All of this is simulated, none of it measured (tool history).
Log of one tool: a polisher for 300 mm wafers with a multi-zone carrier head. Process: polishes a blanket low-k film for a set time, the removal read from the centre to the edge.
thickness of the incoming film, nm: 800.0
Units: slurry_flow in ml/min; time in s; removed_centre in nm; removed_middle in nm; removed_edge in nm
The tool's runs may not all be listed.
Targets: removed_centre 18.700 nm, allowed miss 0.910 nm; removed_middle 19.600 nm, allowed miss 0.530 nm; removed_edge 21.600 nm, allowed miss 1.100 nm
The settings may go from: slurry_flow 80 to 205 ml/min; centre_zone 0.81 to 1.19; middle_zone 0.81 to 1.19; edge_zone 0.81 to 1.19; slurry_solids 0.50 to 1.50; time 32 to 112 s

| run | hour | slurry_flow | centre_zone | middle_zone | edge_zone | slurry_solids | time | removed_centre | removed_middle | removed_edge |
|---|---|---|---|---|---|---|---|---|---|---|
| 1 | 0.0 | 135 | 1.00 | 1.00 | 1.00 | 1.00 | 72 | 29.785 | 31.060 | 30.308 |
| 2 | 4.7 | 135 | 1.00 | 1.00 | 0.96 | 1.00 | 72 | 30.316 | 31.001 | 29.435 |
| 3 | 10.5 | 130 | 0.98 | 0.98 | 0.96 | 0.95 | 72 | 28.073 | 29.794 | 28.762 |
| 4 | 18.3 | 130 | 0.98 | 0.98 | 0.96 | 1.05 | 72 | 29.211 | 31.138 | 29.368 |
| 5 | 26.5 | 155 | 0.98 | 0.98 | 0.96 | 1.05 | 72 | 30.726 | 32.125 | 30.522 |
| 6 | 29.6 | 155 | 0.98 | 1.04 | 0.96 | 1.05 | 72 | 30.198 | 33.500 | 29.960 |
| 7 | 35.8 | 150 | 0.97 | 1.01 | 0.95 | 0.95 | 71 | 28.376 | 31.376 | 28.925 |
| 8 | 42.3 | 145 | 0.96 | 0.99 | 0.95 | 0.90 | 70 | 26.931 | 29.362 | 27.814 |
| 9 | 44.1 | 140 | 0.95 | 0.97 | 0.94 | 0.85 | 69 | 25.392 | 27.902 | 26.565 |

Which of these 5 next moves meets every target?
| A | 45.9 | 155 | 1.00 | 1.14 | 0.81 | 0.90 | 46 | ? | ? | ? |
| B | 45.9 | 155 | 0.94 | 1.18 | 0.81 | 0.75 | 77 | ? | ? | ? |
| C | 45.9 | 115 | 1.01 | 1.10 | 0.88 | 1.00 | 57 | ? | ? | ? |
| D | 45.9 | 150 | 0.90 | 0.86 | 1.09 | 0.75 | 55 | ? | ? | ? |
| E | 45.9 | 150 | 0.97 | 0.97 | 0.96 | 0.85 | 96 | ? | ? | ? |

| move | removed_centre | removed_middle | removed_edge |
|---|---|---|---|
| A | 18.727 | 21.929 | 17.239 |
| B | 27.603 | 35.318 | 27.025 |
| C | 22.457 | 25.582 | 21.701 |
| D | 18.695 | 19.876 | 21.475 |
| E | 36.828 | 39.525 | 37.301 |
A: nearer than the last run, and not there yet
B: further off than the last run
C: nearer than the last run, and not there yet
D: meets every target
E: further off than the last run
Answer: D
